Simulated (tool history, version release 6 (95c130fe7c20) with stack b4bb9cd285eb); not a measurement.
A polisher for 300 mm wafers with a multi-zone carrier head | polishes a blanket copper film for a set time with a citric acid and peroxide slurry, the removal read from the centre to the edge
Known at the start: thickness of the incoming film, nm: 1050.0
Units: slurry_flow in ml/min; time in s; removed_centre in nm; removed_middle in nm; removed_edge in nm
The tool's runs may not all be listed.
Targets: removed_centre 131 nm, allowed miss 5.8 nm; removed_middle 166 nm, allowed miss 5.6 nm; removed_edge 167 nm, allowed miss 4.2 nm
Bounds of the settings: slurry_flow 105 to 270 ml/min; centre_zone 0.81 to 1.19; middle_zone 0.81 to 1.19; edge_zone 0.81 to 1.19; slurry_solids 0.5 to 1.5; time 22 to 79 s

run	day	slurry_flow	centre_zone	middle_zone	edge_zone	slurry_solids	time	removed_centre	removed_middle	removed_edge
1	0	175	1	1	1	1	50	112.9	114.55	110.71
2	0.146	180	0.95	1.02	1.05	1.15	53	117.8	124.49	123.28
3	0.358	180	0.91	1.05	1.09	1.25	56	117.38	140.15	137.49
4	0.671	190	0.91	1.06	1.12	1.35	57	122.91	146.21	141.67
5	0.742	190	0.89	1.06	1.14	1.4	59	127.99	152.13	149.65
6	0.817	190	0.89	1.06	1.14	1.2	59	122.14	147.8	146.48
7	1.158	190	0.88	1.06	1.15	1.25	60	122.96	152.81	151.44
8	1.242	195	0.87	1.06	1.16	1.3	61	125.71	154.14	154.85
9	1.508	195	0.86	1.06	1.17	1.35	62	128.17	159.8	159.22

Which of these 4 next moves meets every target?
A	1.775	185	0.86	1.05	1.19	1.35	69	?	?	?
B	1.775	210	0.93	1.05	1.16	1.3	61	?	?	?
C	1.775	255	0.95	1.05	1.19	0.9	67	?	?	?
D	1.775	205	0.84	1.04	1.17	1.35	64	?	?	?

move	removed_centre	removed_middle	removed_edge
A	143.47	173.99	176.88
B	139.37	155.78	155.51
C	150.73	164.42	165.3
D	132.35	162.76	164.63
A: takes the result that was furthest off past its target
B: further off than the last run
C: brings the result that was furthest off to its target, and leaves another outside
D: meets every target
Move D is the one to make.

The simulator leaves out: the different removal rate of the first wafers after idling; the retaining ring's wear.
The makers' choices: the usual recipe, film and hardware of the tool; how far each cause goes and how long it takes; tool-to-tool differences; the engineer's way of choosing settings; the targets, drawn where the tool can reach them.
